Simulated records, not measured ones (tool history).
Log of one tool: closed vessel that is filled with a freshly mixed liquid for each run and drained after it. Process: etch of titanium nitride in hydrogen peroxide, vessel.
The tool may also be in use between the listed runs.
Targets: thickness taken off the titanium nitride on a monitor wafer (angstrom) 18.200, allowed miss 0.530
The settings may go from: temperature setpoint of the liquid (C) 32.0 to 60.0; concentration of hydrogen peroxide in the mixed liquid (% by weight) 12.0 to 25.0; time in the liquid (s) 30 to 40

run	day	temperature setpoint of the liquid (C)	concentration of hydrogen peroxide in the mixed liquid (% by weight)	time in the liquid (s)	thickness taken off the titanium nitride on a monitor wafer (angstrom)
1	0.000	44.0	17.0	40	20.888
2	0.067	37.5	17.0	40	12.270
3	0.400	38.0	17.0	40	13.203
4	0.758	38.5	17.0	40	13.478
5	0.912	38.5	13.5	40	12.898
6	1.229	45.0	13.5	40	21.223
7	1.442	44.0	13.5	40	19.922
8	1.788	42.5	13.5	40	17.507

5 next moves are on the table. One of them brings every result within its allowed miss. Which?
A	2.133	46.0	12.0	30	?
B	2.133	42.0	15.0	40	?
C	2.133	42.5	12.0	40	?
D	2.133	42.0	13.5	40	?
E	2.133	43.0	13.5	40	?

move	thickness taken off the titanium nitride on a monitor wafer (angstrom)
A	16.559
B	17.139
C	16.989
D	16.764
E	18.083
A: further off than the last run
B: further off than the last run
C: further off than the last run
D: further off than the last run
E: meets every target
Answer: E
